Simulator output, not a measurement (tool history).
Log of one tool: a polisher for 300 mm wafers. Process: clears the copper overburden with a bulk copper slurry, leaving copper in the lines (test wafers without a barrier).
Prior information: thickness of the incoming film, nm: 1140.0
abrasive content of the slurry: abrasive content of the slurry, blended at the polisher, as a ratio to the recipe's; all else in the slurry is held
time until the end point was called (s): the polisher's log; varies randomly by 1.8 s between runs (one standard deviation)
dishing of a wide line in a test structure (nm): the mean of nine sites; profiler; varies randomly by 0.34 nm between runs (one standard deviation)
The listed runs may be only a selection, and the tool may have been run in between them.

run	hour	flow of slurry (ml/min)	pressure of the wafer on the pad (kPa)	speed of the pad under the wafer (cm/s)	abrasive content of the slurry	overpolish time after the end point (s)	time until the end point was called (s)	dishing of a wide line in a test structure (nm)
1	0.0	235	17.2	116	1.00	11	142.97	49.097
2	2.9	245	15.9	124	1.05	10	142.21	45.474
3	11.4	290	15.9	124	1.05	10	145.56	45.562
4	18.2	270	15.2	130	1.10	9	144.42	43.778
5	26.1	300	15.2	130	1.10	9	141.75	43.507
6	28.0	300	15.2	130	0.90	9	146.38	43.236
7	30.0	280	14.5	134	0.95	8	151.53	38.504
8	35.4	265	14.5	140	0.90	7	146.42	35.669

Run 9 comes next. What will it give?
9	41.0	250	14.5	144	0.85	7	?	?

Logged for run 9: time until the end point was called (s) 148.74, dishing of a wide line in a test structure (nm) 36.679.
